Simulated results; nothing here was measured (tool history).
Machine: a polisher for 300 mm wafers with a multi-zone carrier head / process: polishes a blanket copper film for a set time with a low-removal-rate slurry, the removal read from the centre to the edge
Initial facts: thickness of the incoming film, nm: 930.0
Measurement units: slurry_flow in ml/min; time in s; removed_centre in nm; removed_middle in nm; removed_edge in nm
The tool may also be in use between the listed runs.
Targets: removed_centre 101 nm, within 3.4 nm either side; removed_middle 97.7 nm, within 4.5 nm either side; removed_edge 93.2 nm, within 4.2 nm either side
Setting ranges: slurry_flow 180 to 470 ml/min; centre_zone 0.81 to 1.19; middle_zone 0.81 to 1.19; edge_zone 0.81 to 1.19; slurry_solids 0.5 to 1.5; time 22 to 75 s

run 1 hour=0 | slurry_flow=300 centre_zone=1 middle_zone=1 edge_zone=1 slurry_solids=1 time=48 | removed_centre=81.767 removed_middle=82.755 removed_edge=81.206
run 2 hour=7.6 | slurry_flow=305 centre_zone=1.03 middle_zone=1.02 edge_zone=1.03 slurry_solids=1.1 time=48 | removed_centre=82.887 removed_middle=82.075 removed_edge=85.039
run 3 hour=15.5 | slurry_flow=305 centre_zone=1.09 middle_zone=1.02 edge_zone=1.03 slurry_solids=1.1 time=48 | removed_centre=89.856 removed_middle=83.704 removed_edge=81.842
run 4 hour=18.4 | slurry_flow=305 centre_zone=1.09 middle_zone=1.02 edge_zone=1.03 slurry_solids=1.1 time=58 | removed_centre=107.3 removed_middle=101.4 removed_edge=99.043
run 5 hour=23.9 | slurry_flow=305 centre_zone=1.09 middle_zone=1.02 edge_zone=1.09 slurry_solids=1.1 time=58 | removed_centre=107.36 removed_middle=102.75 removed_edge=103.02
run 6 hour=32.2 | slurry_flow=305 centre_zone=1.09 middle_zone=1.02 edge_zone=1.16 slurry_solids=1.1 time=58 | removed_centre=107.74 removed_middle=99.282 removed_edge=104.24
run 7 hour=35 | slurry_flow=305 centre_zone=1.09 middle_zone=1.03 edge_zone=1.14 slurry_solids=1.05 time=58 | removed_centre=107.79 removed_middle=102.06 removed_edge=105.46
run 8 hour=39.7 | slurry_flow=305 centre_zone=1.09 middle_zone=1.03 edge_zone=1.1 slurry_solids=1.05 time=57 | removed_centre=107.91 removed_middle=99.439 removed_edge=100.39
run 9 hour=46.3 | slurry_flow=300 centre_zone=1.08 middle_zone=1.03 edge_zone=1.07 slurry_solids=1.05 time=56 | removed_centre=104.42 removed_middle=96.721 removed_edge=96.61
run 10 hour=54.3 | slurry_flow=300 centre_zone=1.08 middle_zone=1.03 edge_zone=1.07 slurry_solids=1.05 time=56 | removed_centre=102.63 removed_middle=99.836 removed_edge=100.09

Which single option among these 4 for the next run brings every result within its allowed miss of target? Just one does.
run A hour=62.3 | slurry_flow=305 centre_zone=1.09 middle_zone=1.07 edge_zone=1 slurry_solids=1.1 time=54 | removed_centre=? removed_middle=? removed_edge=?
run B hour=62.3 | slurry_flow=180 centre_zone=0.98 middle_zone=1.03 edge_zone=1.16 slurry_solids=1.15 time=62 | removed_centre=? removed_middle=? removed_edge=?
run C hour=62.3 | slurry_flow=210 centre_zone=1.04 middle_zone=0.96 edge_zone=1.18 slurry_solids=1.25 time=61 | removed_centre=? removed_middle=? removed_edge=?
run D hour=62.3 | slurry_flow=185 centre_zone=0.93 middle_zone=0.97 edge_zone=1.04 slurry_solids=1.05 time=64 | removed_centre=? removed_middle=? removed_edge=?

move=A removed_centre=100.79 removed_middle=97.041 removed_edge=91.032
move=B removed_centre=95.945 removed_middle=100.53 removed_edge=107.03
move=C removed_centre=104.57 removed_middle=96.928 removed_edge=109.81
move=D removed_centre=93.331 removed_middle=98.014 removed_edge=103.77
A: in spec on every target
B: misses by more than the last run did
C: misses by more than the last run did
D: misses by more than the last run did
Go with A: it meets all targets.

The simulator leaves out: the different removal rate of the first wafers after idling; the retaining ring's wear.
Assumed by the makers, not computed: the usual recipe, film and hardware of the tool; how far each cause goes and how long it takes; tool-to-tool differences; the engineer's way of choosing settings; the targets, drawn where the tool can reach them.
